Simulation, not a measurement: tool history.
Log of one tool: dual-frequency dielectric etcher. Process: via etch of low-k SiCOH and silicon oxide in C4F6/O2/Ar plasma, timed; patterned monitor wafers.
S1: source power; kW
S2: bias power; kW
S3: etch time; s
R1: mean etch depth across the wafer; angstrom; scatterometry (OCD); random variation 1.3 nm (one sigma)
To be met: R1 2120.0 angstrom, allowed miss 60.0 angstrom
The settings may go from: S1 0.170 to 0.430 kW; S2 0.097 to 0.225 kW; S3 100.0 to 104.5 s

run	day	S1	S2	S3	R1
1	0.000	0.300	0.161	100.0	2553.9
2	0.325	0.270	0.155	100.0	2357.9
3	0.504	0.260	0.154	100.0	2290.4
4	0.775	0.260	0.154	100.0	2277.9
5	1.004	0.280	0.154	100.0	2417.4
6	1.325	0.270	0.153	100.0	2354.4
7	1.458	0.260	0.152	100.0	2275.9
8	1.625	0.250	0.151	100.0	2227.1

4 next moves are on the table. One of them brings every result within its allowed miss. Which?
A	1.792	0.260	0.168	104.5	?
B	1.792	0.230	0.152	101.0	?
C	1.792	0.230	0.168	104.5	?
D	1.792	0.270	0.148	101.0	?

move	R1
A	2435.1
B	2097.1
C	2230.9
D	2332.4
A: further off than the last run
B: meets every target
C: as far off as the last run
D: further off than the last run
The right move is B.
